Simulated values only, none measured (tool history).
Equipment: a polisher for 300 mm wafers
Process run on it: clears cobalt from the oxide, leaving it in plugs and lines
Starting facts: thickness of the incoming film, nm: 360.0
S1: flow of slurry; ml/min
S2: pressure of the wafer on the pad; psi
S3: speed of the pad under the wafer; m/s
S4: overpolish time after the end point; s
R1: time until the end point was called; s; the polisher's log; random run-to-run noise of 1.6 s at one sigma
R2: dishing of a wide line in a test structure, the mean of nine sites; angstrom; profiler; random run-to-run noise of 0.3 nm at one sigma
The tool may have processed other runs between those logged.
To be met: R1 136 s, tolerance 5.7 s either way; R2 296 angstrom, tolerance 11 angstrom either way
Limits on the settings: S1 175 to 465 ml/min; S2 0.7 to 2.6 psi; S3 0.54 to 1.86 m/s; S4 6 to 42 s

run  hour   S1   S2    S3  S4      R1      R2
  1     0  295  1.6  1.18  21  66.173  367.39
  2   2.8  230  1.6  1.18  21  66.479  367.29
  3   9.2  230  1.4  1.14  19  79.316     340
  4  11.9  230  1.2  1.12  19  92.829  321.42
  5  14.9  175  1.2  1.12  19  94.117  314.44
  6  16.3  180  1.1   1.1  20  102.84  320.41
  7  24.8  175  0.7  1.04  13  167.75  194.89
  8  27.6  175  0.7  1.04  13  166.69  192.62
  9  31.3  175  0.8     1  15  153.32  225.33

Exactly one of the 4 candidate moves below puts every result within its allowed miss. Which one?
  A    35  175    1  0.98  14   ?   ?
  B    35  310    1  0.88  22   ?   ?
  C    35  175  0.8  1.16  25   ?   ?
  D    35  200  0.7  1.04  21   ?   ?

move      R1      R2
   A  126.17   239.2
   B   133.2  295.23
   C  131.54  312.88
   D  162.83  261.74
A: an improvement on the last run, though not all results are within tolerance
B: in spec on every target
C: pushes the last run's worst result past its target
D: an improvement on the last run, though not all results are within tolerance
B is the move that brings every result within its allowed miss.

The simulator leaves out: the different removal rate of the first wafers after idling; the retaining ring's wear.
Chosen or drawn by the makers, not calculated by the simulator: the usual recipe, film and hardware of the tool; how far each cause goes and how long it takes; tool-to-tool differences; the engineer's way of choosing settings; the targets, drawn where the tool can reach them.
